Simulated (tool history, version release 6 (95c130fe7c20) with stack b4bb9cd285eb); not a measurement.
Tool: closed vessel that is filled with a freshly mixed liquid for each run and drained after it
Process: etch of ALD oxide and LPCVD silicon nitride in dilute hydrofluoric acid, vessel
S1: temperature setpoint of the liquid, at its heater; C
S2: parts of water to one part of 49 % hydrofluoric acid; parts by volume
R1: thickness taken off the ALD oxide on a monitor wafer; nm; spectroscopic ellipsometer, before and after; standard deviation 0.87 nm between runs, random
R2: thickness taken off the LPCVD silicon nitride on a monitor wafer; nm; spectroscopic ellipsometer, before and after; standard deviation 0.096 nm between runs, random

{"run": 1, "hour": 0.0, "S1": 22.0, "S2": 130, "time in the liquid (s)": 145, "R1": 19.289, "R2": 0.55272}
{"run": 2, "hour": 7.3, "S1": 22.0, "S2": 130, "time in the liquid (s)": 90, "R1": 11.899, "R2": 0.32739}
{"run": 3, "hour": 16.3, "S1": 22.0, "S2": 95, "time in the liquid (s)": 90, "R1": 16.819, "R2": 0.45582}
{"run": 4, "hour": 22.7, "S1": 22.0, "S2": 70, "time in the liquid (s)": 90, "R1": 24.037, "R2": 0.59099}
{"run": 5, "hour": 26.1, "S1": 23.0, "S2": 60, "time in the liquid (s)": 105, "R1": 34.238, "R2": 0.83988}
{"run": 6, "hour": 27.4, "S1": 24.5, "S2": 55, "time in the liquid (s)": 105, "R1": 40.144, "R2": 1.0277}
{"run": 7, "hour": 31.4, "S1": 25.5, "S2": 50, "time in the liquid (s)": 105, "R1": 45.604, "R2": 1.2605}
{"run": 8, "hour": 34.3, "S1": 26.0, "S2": 45, "time in the liquid (s)": 110, "R1": 56.337, "R2": 1.4871}

Run 9 is up next; what results do you expect?
{"run": 9, "hour": 36.0, "S1": 26.5, "S2": 40, "time in the liquid (s)": 110, "R1": "?", "R2": "?"}

{"run 9": {"R1": 64.465, "R2": 1.6893}}
